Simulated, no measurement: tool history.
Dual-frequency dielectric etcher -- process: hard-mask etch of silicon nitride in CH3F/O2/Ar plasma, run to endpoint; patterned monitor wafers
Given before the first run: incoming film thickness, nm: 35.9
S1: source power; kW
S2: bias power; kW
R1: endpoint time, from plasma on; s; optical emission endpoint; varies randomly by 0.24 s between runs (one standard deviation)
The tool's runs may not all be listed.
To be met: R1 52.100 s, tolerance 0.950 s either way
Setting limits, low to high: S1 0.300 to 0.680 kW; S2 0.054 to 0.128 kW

run 1 hour=0.0 | S1=0.490 S2=0.091 | R1=45.125
run 2 hour=5.7 | S1=0.490 S2=0.084 | R1=46.445
run 3 hour=8.2 | S1=0.450 S2=0.083 | R1=48.664
run 4 hour=12.0 | S1=0.450 S2=0.077 | R1=49.958
run 5 hour=16.1 | S1=0.440 S2=0.077 | R1=50.888
run 6 hour=20.9 | S1=0.490 S2=0.077 | R1=48.033
run 7 hour=29.5 | S1=0.470 S2=0.076 | R1=49.628
run 8 hour=31.5 | S1=0.470 S2=0.076 | R1=49.491
run 9 hour=34.5 | S1=0.450 S2=0.076 | R1=50.605
run 10 hour=37.9 | S1=0.440 S2=0.076 | R1=50.931

Pick the move, out of 5, that brings all results within their allowed miss; only one does.
run A hour=41.3 | S1=0.440 S2=0.080 | R1=?
run B hour=41.3 | S1=0.450 S2=0.077 | R1=?
run C hour=41.3 | S1=0.390 S2=0.085 | R1=?
run D hour=41.3 | S1=0.390 S2=0.077 | R1=?
run E hour=41.3 | S1=0.540 S2=0.062 | R1=?

move=A R1=49.926
move=B R1=50.179
move=C R1=51.684
move=D R1=53.919
move=E R1=50.248
A: misses by more than the last run did
B: misses by more than the last run did
C: meets every target
D: the result that was furthest off in the last run now lies on the other side of its target
E: misses by more than the last run did
The move that meets every target is C.
